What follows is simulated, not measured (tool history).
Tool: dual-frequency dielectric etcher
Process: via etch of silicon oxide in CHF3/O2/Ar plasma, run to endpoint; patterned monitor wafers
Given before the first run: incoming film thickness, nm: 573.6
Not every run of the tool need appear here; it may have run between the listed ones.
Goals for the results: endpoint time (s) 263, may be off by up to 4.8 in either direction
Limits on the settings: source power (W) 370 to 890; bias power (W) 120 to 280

Run 1, day 0: source power (W) 630, bias power (W) 200. Result: endpoint time (s) 285.13.
Run 2, day 0.112: source power (W) 650, bias power (W) 201. Result: endpoint time (s) 283.38.
Run 3, day 0.162: source power (W) 670, bias power (W) 202. Result: endpoint time (s) 280.29.
Run 4, day 0.396: source power (W) 670, bias power (W) 189. Result: endpoint time (s) 286.2.
Run 5, day 0.746: source power (W) 690, bias power (W) 190. Result: endpoint time (s) 284.14.
Run 6, day 1.121: source power (W) 710, bias power (W) 191. Result: endpoint time (s) 282.3.
Run 7, day 1.292: source power (W) 730, bias power (W) 193. Result: endpoint time (s) 278.52.
Run 8, day 1.638: source power (W) 740, bias power (W) 194. Result: endpoint time (s) 277.38.
Run 9, day 1.812: source power (W) 750, bias power (W) 195. Result: endpoint time (s) 276.35.
Run 10, day 1.883: source power (W) 760, bias power (W) 197. Result: endpoint time (s) 273.51.

5 candidate next runs follow, results not yet known. Just one meets every target within its allowed miss. Identify it.
Run A, day 1.954: source power (W) 790, bias power (W) 189. Result: endpoint time (s) ?.
Run B, day 1.954: source power (W) 730, bias power (W) 181. Result: endpoint time (s) ?.
Run C, day 1.954: source power (W) 710, bias power (W) 195. Result: endpoint time (s) ?.
Run D, day 1.954: source power (W) 730, bias power (W) 174. Result: endpoint time (s) ?.
Run E, day 1.954: source power (W) 810, bias power (W) 211. Result: endpoint time (s) ?.

move  endpoint time (s)
   A             275.93
   B             285.57
   C             279.93
   D             289.56
   E             263.67
A: moves away from the targets compared with the last run
B: moves away from the targets compared with the last run
C: moves away from the targets compared with the last run
D: moves away from the targets compared with the last run
E: in spec on every target
E meets every target.

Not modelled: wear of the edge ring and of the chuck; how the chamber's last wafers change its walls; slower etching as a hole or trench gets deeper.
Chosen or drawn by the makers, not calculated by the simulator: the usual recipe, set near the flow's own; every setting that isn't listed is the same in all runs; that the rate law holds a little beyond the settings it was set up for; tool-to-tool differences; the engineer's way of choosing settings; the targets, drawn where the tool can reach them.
